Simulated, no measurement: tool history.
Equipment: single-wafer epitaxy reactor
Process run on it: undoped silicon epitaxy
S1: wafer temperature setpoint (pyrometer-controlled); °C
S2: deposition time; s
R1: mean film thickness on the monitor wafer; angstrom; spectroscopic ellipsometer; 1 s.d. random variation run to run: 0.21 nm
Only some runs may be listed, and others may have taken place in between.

run	day	S1	S2	R1
1	0.000	650	259	373.65
2	0.204	653	265	409.94
3	0.283	653	243	376.59
4	0.333	656	250	417.51
5	0.492	656	222	370.27
6	0.704	664	222	454.67
7	0.838	665	230	480.76
8	0.908	674	271	701.40
9	0.996	674	273	707.18

Estimate the outcome of run 10 from the log above:
10	1.067	674	275	?

R1: 714.13 angstrom

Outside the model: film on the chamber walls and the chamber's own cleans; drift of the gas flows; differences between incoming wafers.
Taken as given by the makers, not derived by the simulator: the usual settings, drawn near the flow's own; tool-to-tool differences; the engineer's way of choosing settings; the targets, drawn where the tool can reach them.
